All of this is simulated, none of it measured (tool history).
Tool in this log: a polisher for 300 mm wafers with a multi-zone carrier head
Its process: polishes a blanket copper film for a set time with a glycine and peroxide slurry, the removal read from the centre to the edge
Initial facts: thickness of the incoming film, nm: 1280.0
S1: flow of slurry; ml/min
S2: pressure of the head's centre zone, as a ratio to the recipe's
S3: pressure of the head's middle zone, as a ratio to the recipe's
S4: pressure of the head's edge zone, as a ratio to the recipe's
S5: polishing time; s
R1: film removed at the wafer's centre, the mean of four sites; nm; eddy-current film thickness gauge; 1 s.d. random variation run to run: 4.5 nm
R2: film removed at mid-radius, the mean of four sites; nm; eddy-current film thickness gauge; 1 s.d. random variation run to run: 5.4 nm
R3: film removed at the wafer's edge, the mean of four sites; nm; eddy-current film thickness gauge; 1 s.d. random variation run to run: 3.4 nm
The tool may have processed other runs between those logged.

| run | hour | S1 | S2 | S3 | S4 | S5 | R1 | R2 | R3 |
|---|---|---|---|---|---|---|---|---|---|
| 1 | 0 | 265 | 1 | 1 | 1 | 57 | 258.25 | 263.67 | 262.69 |
| 2 | 4.2 | 265 | 1 | 1 | 1.08 | 57 | 253.04 | 258.33 | 270.71 |
| 3 | 12.7 | 195 | 1 | 1 | 1.08 | 57 | 246.49 | 248.68 | 261.14 |
| 4 | 20.9 | 205 | 1.02 | 1.02 | 1.08 | 59 | 262.53 | 264.29 | 269.83 |
| 5 | 27.1 | 205 | 1.02 | 1.05 | 1.08 | 59 | 263.56 | 280.23 | 271.36 |
| 6 | 28.1 | 215 | 1.04 | 1.05 | 1.09 | 61 | 277.59 | 285.24 | 286.28 |

Run 7, settings as shown, results not yet in. Your forecast:
| 7 | 28.6 | 220 | 1.06 | 1.06 | 1.08 | 62 | ? | ? | ? |

R1: 287.47 nm
R2: 294.76 nm
R3: 288.38 nm

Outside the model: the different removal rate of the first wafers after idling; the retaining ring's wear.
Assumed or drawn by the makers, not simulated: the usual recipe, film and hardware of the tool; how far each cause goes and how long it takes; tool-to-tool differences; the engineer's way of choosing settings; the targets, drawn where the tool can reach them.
